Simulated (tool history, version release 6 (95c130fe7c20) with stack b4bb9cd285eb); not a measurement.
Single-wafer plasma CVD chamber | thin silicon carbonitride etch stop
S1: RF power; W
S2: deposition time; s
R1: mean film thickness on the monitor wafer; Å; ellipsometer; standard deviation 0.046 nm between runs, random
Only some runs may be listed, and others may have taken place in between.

{"run": 1, "day": 0.0, "S1": 175, "S2": 21.9, "R1": 117.13}
{"run": 2, "day": 0.208, "S1": 175, "S2": 23.4, "R1": 125.53}
{"run": 3, "day": 0.562, "S1": 180, "S2": 23.6, "R1": 127.92}
{"run": 4, "day": 0.733, "S1": 180, "S2": 22.3, "R1": 120.25}
{"run": 5, "day": 0.812, "S1": 180, "S2": 19.5, "R1": 105.98}
{"run": 6, "day": 1.008, "S1": 180, "S2": 22.2, "R1": 119.39}
{"run": 7, "day": 1.304, "S1": 180, "S2": 22.2, "R1": 119.58}
{"run": 8, "day": 1.567, "S1": 185, "S2": 22.6, "R1": 123.01}
{"run": 9, "day": 1.929, "S1": 190, "S2": 22.9, "R1": 124.77}
{"run": 10, "day": 2.162, "S1": 190, "S2": 23.2, "R1": 127.7}
{"run": 11, "day": 2.196, "S1": 195, "S2": 23.4, "R1": 129.04}

The next listed run, before its measurement:
{"run": 12, "day": 2.262, "S1": 195, "S2": 23.6, "R1": "?"}

R1: 130.47 Å
